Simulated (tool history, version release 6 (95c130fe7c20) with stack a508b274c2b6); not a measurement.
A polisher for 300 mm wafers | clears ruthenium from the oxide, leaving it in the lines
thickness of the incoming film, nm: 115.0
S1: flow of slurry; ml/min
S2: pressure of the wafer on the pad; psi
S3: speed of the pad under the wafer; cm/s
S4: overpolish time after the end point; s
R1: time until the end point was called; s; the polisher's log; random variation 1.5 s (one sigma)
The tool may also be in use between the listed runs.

run,hour,S1,S2,S3,S4,R1
1,0,255,1.7,116,7,91.688
2,8.8,255,2,116,7,79.091
3,16.9,305,2,116,7,80.06
4,22.3,355,2,116,7,77.418
# hour 30.8: worn pad replaced by a new one
5,30.8,355,1.9,116,7,72.213
6,37.3,330,1.8,114,7,78.012
7,45.2,315,1.7,110,7,84.379
8,46.9,300,1.6,108,7,90.476

Run 9 comes next. What will it give?
9,50,290,1.5,108,7,?

R1: 97.705 s
